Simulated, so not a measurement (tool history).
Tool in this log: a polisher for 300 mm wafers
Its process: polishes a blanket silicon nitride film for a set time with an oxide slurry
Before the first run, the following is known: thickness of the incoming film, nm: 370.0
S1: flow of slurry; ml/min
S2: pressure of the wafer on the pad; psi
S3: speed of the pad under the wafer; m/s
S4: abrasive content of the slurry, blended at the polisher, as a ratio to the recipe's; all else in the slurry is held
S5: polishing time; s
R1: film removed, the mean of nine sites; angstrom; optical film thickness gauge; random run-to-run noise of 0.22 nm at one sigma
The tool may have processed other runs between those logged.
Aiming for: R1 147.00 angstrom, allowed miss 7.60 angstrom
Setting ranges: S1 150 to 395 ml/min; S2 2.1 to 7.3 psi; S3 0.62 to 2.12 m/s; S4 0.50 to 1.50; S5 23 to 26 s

run 1 hour=0.0 | S1=250 S2=4.7 S3=1.36 S4=1.00 S5=26 | R1=209.03
run 2 hour=8.9 | S1=250 S2=4.7 S3=1.36 S4=1.00 S5=26 | R1=208.55
run 3 hour=16.2 | S1=250 S2=4.7 S3=1.36 S4=1.15 S5=26 | R1=218.28
run 4 hour=20.4 | S1=250 S2=4.3 S3=1.34 S4=1.15 S5=26 | R1=200.15
run 5 hour=23.5 | S1=290 S2=4.3 S3=1.34 S4=1.15 S5=26 | R1=207.90
run 6 hour=30.0 | S1=290 S2=4.3 S3=1.14 S4=1.15 S5=26 | R1=180.20
run 7 hour=35.4 | S1=290 S2=4.1 S3=1.14 S4=1.15 S5=26 | R1=169.02
run 8 hour=36.3 | S1=285 S2=4.0 S3=1.14 S4=1.15 S5=26 | R1=167.01
run 9 hour=43.7 | S1=285 S2=3.9 S3=1.14 S4=1.15 S5=26 | R1=163.07
run 10 hour=46.8 | S1=285 S2=3.9 S3=1.14 S4=1.15 S5=26 | R1=163.82
run 11 hour=54.8 | S1=285 S2=3.8 S3=1.14 S4=1.15 S5=26 | R1=165.15
run 12 hour=63.6 | S1=285 S2=3.8 S3=1.14 S4=1.15 S5=26 | R1=161.68
-- hour=70.0 head pressure recalibrated
run 13 hour=70.0 | S1=285 S2=3.7 S3=1.14 S4=1.15 S5=26 | R1=169.73
run 14 hour=72.2 | S1=285 S2=2.8 S3=1.10 S4=1.15 S5=26 | R1=129.59
run 15 hour=76.8 | S1=285 S2=2.9 S3=1.10 S4=1.15 S5=26 | R1=136.08

Next run, 5 choices. One meets every target within its allowed miss, the rest don't. Which?
run A hour=81.4 | S1=320 S2=3.4 S3=1.00 S4=1.35 S5=24 | R1=?
run B hour=81.4 | S1=265 S2=3.3 S3=1.04 S4=1.10 S5=23 | R1=?
run C hour=81.4 | S1=235 S2=3.2 S3=1.14 S4=1.20 S5=23 | R1=?
run D hour=81.4 | S1=245 S2=3.0 S3=1.16 S4=1.00 S5=25 | R1=?
run E hour=81.4 | S1=325 S2=3.0 S3=0.94 S4=1.05 S5=26 | R1=?

move=A R1=142.83
move=B R1=125.15
move=C R1=134.03
move=D R1=130.21
move=E R1=119.70
A: all results land within tolerance of their targets
B: its largest miss is bigger than the last run's
C: its largest miss is bigger than the last run's
D: its largest miss is bigger than the last run's
E: its largest miss is bigger than the last run's
Answer: A
